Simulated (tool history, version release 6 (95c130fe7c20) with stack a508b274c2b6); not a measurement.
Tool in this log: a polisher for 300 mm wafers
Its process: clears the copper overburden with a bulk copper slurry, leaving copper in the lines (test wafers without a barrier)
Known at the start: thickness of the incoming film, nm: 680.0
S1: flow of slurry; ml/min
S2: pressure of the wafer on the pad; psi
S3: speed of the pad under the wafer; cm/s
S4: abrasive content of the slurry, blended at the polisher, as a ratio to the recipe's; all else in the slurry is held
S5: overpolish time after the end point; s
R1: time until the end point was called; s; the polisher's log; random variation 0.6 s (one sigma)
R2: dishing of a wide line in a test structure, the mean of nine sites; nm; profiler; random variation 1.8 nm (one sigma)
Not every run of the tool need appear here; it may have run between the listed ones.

{"run": 1, "hour": 0.0, "S1": 225, "S2": 2.1, "S3": 98, "S4": 1.0, "S5": 19, "R1": 82.724, "R2": 71.706}
{"run": 2, "hour": 6.8, "S1": 225, "S2": 2.4, "S3": 102, "S4": 1.0, "S5": 19, "R1": 69.585, "R2": 81.391}
{"run": 3, "hour": 13.6, "S1": 225, "S2": 2.4, "S3": 102, "S4": 0.8, "S5": 19, "R1": 71.886, "R2": 79.289}
{"run": 4, "hour": 20.3, "S1": 225, "S2": 2.7, "S3": 102, "S4": 0.8, "S5": 19, "R1": 63.698, "R2": 84.912}
{"run": 5, "hour": 21.2, "S1": 225, "S2": 2.8, "S3": 106, "S4": 0.8, "S5": 19, "R1": 61.019, "R2": 89.86}
{"run": 6, "hour": 22.3, "S1": 225, "S2": 2.9, "S3": 112, "S4": 0.8, "S5": 18, "R1": 56.726, "R2": 91.491}
{"run": 7, "hour": 28.1, "S1": 230, "S2": 3.0, "S3": 118, "S4": 0.8, "S5": 18, "R1": 51.537, "R2": 98.416}
{"run": 8, "hour": 32.4, "S1": 230, "S2": 3.1, "S3": 122, "S4": 0.8, "S5": 18, "R1": 48.383, "R2": 98.634}
{"run": 9, "hour": 41.0, "S1": 230, "S2": 3.1, "S3": 124, "S4": 0.8, "S5": 18, "R1": 47.276, "R2": 99.913}

Forecast run 10:
{"run": 10, "hour": 42.8, "S1": 230, "S2": 3.1, "S3": 126, "S4": 0.8, "S5": 18, "R1": "?", "R2": "?"}

{"run 10": {"R1": 47.864, "R2": 97.014}}
